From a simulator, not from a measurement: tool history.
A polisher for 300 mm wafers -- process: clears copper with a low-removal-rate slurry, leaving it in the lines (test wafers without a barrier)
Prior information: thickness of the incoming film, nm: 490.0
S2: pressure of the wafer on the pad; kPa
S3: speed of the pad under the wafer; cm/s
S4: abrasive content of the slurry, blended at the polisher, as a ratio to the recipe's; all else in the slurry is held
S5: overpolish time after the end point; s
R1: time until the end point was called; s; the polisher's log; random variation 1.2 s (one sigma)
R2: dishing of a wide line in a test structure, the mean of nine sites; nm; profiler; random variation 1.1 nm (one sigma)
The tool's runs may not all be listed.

Run 1, day 0: flow of slurry (ml/min) 320, S2 29 kPa, S3 116 cm/s, S4 1, S5 28 s. Result: R1 106.24 s, R2 71.882 nm.
Run 2, day 0.25: flow of slurry (ml/min) 320, S2 29 kPa, S3 128 cm/s, S4 1, S5 28 s. Result: R1 94.621 s, R2 77.697 nm.
Run 3, day 0.533: flow of slurry (ml/min) 320, S2 30.3 kPa, S3 128 cm/s, S4 1, S5 30 s. Result: R1 93.032 s, R2 82.282 nm.
Run 4, day 0.788: flow of slurry (ml/min) 320, S2 32.4 kPa, S3 128 cm/s, S4 1, S5 32 s. Result: R1 87.376 s, R2 89.911 nm.
Run 5, day 0.904: flow of slurry (ml/min) 320, S2 33.8 kPa, S3 128 cm/s, S4 1, S5 34 s. Result: R1 84.333 s, R2 95.627 nm.
Run 6, day 1.021: flow of slurry (ml/min) 320, S2 34.5 kPa, S3 128 cm/s, S4 1, S5 35 s. Result: R1 83.864 s, R2 100.61 nm.

The next listed run, before its measurement:
Run 7, day 1.279: flow of slurry (ml/min) 320, S2 35.2 kPa, S3 128 cm/s, S4 1, S5 35 s. Result: R1 ?, R2 ?.

{"run 7": {"R1": 81.393, "R2": 99.768}}
